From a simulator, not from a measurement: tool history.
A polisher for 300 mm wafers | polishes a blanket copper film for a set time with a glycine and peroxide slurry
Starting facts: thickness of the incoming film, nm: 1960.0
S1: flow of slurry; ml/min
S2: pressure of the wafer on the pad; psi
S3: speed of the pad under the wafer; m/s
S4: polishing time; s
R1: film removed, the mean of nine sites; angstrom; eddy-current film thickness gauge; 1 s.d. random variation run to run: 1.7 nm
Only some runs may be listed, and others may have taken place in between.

{"run": 1, "day": 0.0, "S1": 280, "S2": 1.6, "S3": 0.92, "S4": 49, "R1": 1813.4}
{"run": 2, "day": 0.312, "S1": 210, "S2": 1.6, "S3": 0.92, "S4": 49, "R1": 1732.1}
{"run": 3, "day": 0.475, "S1": 275, "S2": 1.6, "S3": 0.92, "S4": 49, "R1": 1802.2}
{"run": 4, "day": 0.779, "S1": 270, "S2": 1.4, "S3": 0.9, "S4": 49, "R1": 1643.9}
{"run": 5, "day": 1.033, "S1": 265, "S2": 1.3, "S3": 0.9, "S4": 49, "R1": 1529.5}
{"run": 6, "day": 1.246, "S1": 260, "S2": 1.2, "S3": 0.9, "S4": 49, "R1": 1504.4}
{"run": 7, "day": 1.333, "S1": 260, "S2": 0.9, "S3": 0.88, "S4": 49, "R1": 1240.8}

Run 8 comes next. What will it give?
{"run": 8, "day": 1.479, "S1": 265, "S2": 0.9, "S3": 0.88, "S4": 49, "R1": "?"}

R1: 1259.2 angstrom
